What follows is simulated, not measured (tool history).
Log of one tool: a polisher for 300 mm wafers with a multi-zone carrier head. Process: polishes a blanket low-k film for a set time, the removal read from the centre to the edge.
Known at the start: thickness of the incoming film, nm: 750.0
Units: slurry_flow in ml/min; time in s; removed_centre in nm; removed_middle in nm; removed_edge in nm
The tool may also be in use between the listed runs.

run 1 hour=0 | slurry_flow=175 centre_zone=1 middle_zone=1 edge_zone=1 slurry_solids=1 time=58 | removed_centre=28.086 removed_middle=28.103 removed_edge=27.672
run 2 hour=1.4 | slurry_flow=200 centre_zone=1 middle_zone=1 edge_zone=1 slurry_solids=1 time=58 | removed_centre=28.32 removed_middle=28.228 removed_edge=27.874
run 3 hour=3 | slurry_flow=200 centre_zone=0.96 middle_zone=1.01 edge_zone=0.96 slurry_solids=0.9 time=58 | removed_centre=25.594 removed_middle=26.963 removed_edge=25.886
run 4 hour=4.5 | slurry_flow=200 centre_zone=0.96 middle_zone=1.01 edge_zone=1.03 slurry_solids=0.9 time=58 | removed_centre=25.726 removed_middle=26.89 removed_edge=26.654
run 5 hour=11.3 | slurry_flow=200 centre_zone=0.93 middle_zone=1.01 edge_zone=1.03 slurry_solids=0.9 time=58 | removed_centre=24.716 removed_middle=27.194 removed_edge=26.746
run 6 hour=15.9 | slurry_flow=200 centre_zone=1.01 middle_zone=1.01 edge_zone=1.03 slurry_solids=0.9 time=58 | removed_centre=26.956 removed_middle=27.032 removed_edge=26.931
run 7 hour=21.8 | slurry_flow=200 centre_zone=0.97 middle_zone=1.02 edge_zone=0.98 slurry_solids=0.85 time=58 | removed_centre=25.271 removed_middle=26.398 removed_edge=25.092

Run 8 comes next. What will it give?
run 8 hour=29.9 | slurry_flow=195 centre_zone=0.93 middle_zone=1.02 edge_zone=0.95 slurry_solids=0.8 time=58 | removed_centre=? removed_middle=? removed_edge=?

removed_centre: 22.731 nm
removed_middle: 25.137 nm
removed_edge: 23.561 nm
